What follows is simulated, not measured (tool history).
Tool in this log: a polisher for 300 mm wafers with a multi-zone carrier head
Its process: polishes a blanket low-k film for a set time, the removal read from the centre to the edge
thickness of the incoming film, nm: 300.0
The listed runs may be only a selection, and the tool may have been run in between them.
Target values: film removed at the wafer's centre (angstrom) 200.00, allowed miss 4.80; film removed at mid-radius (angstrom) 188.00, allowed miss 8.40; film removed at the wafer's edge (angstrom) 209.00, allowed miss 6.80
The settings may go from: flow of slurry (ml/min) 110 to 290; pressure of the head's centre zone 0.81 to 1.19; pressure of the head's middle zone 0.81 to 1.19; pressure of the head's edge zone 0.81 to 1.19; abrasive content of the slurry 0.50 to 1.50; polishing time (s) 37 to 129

run   hour  flow of slurry (ml/min)  pressure of the head's centre zone  pressure of the head's middle zone  pressure of the head's edge zone  abrasive content of the slurry  polishing time (s)  film removed at the wafer's centre (angstrom)  film removed at mid-radius (angstrom)  film removed at the wafer's edge (angstrom)
  1    0.0                      185                                1.00                                1.00                              1.00                            1.00                  83                                         367.09                                 356.63                                       365.23
  2    8.8                      185                                1.00                                1.00                              1.00                            1.15                  83                                         402.98                                 384.57                                       394.66
  3   17.7                      180                                0.99                                0.96                              0.97                            1.00                  79                                         346.60                                 324.30                                       347.46
  4   25.2                      180                                0.99                                0.96                              0.97                            0.85                  79                                         304.79                                 291.82                                       303.01
  5   30.4                      180                                0.99                                0.96                              0.97                            0.65                  79                                         233.23                                 220.38                                       226.61
  6   36.8                      180                                0.99                                0.92                              0.97                            0.65                  79                                         234.46                                 216.00                                       230.04
  7   40.7                      180                                0.99                                0.92                              0.97                            0.65                  79                                         232.04                                 212.25                                       229.07
  8   49.0                      175                                0.98                                0.91                              0.96                            0.65                  79                                         227.72                                 211.04                                       234.12
  9   55.5                      175                                0.98                                0.91                              0.96                            0.65                  79                                         229.19                                 207.24                                       229.37
 10   63.2                      170                                0.97                                0.91                              0.94                            0.65                  79                                         225.99                                 212.91                                       221.56
      64.5  -- worn pad replaced by a new one
 11   64.5                      160                                0.96                                0.89                              0.94                            0.65                  79                                         258.81                                 239.79                                       257.77
 12   66.6                      175                                0.96                                0.89                              0.95                            0.65                  79                                         259.49                                 238.84                                       264.18
 13   73.1                      160                                0.97                                0.90                              0.98                            0.65                  79                                         260.14                                 236.73                                       268.18
 14   77.7                      140                                0.88                                0.82                              0.88                            0.50                  70                                         132.13                                 124.62                                       142.54
 15   86.7                      140                                0.91                                0.86                              0.93                            0.50                  69                                         135.03                                 129.10                                       144.46
 16   91.0                      155                                0.94                                0.89                              0.97                            0.55                  69                                         169.36                                 160.40                                       180.44
 17   96.4                      205                                0.95                                0.90                              0.97                            0.55                  69                                         178.37                                 165.95                                       183.85
 18  104.2                      220                                0.95                                0.90                              0.98                            0.55                  69                                         181.14                                 170.42                                       185.86
 19  106.8                      230                                0.95                                0.90                              0.99                            0.55                  69                                         181.12                                 171.36                                       190.83
 20  110.3                      275                                1.01                                0.96                              1.05                            0.60                  69                                         225.50                                 207.12                                       228.28

Of the 5 settings listed for the next run, only one would bring every result within its allowed miss of target. Which one?
  A  113.8                      240                                0.92                                1.00                              1.09                            0.65                  61                                              ?                                      ?                                            ?
  B  113.8                      230                                1.12                                1.09                              1.00                            0.80                  51                                              ?                                      ?                                            ?
  C  113.8                      185                                1.02                                0.99                              1.15                            0.60                  63                                              ?                                      ?                                            ?
  D  113.8                      285                                0.88                                0.98                              1.10                            0.60                  66                                              ?                                      ?                                            ?
  E  113.8                      270                                1.00                                1.17                              0.97                            0.65                  56                                              ?                                      ?                                            ?

move  film removed at the wafer's centre (angstrom)  film removed at mid-radius (angstrom)  film removed at the wafer's edge (angstrom)
   A                                         198.91                                 213.16                                       218.83
   B                                         252.24                                 238.30                                       218.08
   C                                         198.28                                 190.41                                       204.21
   D                                         187.96                                 206.78                                       216.07
   E                                         201.37                                 226.26                                       190.91
A: the furthest-off result lands on target, but another misses its tolerance
B: lands further from the targets than the last run did
C: in spec on every target
D: moves the result that the last run missed by most past its target, out the other side
E: the furthest-off result lands on target, but another misses its tolerance
Correct choice: C, which meets every target
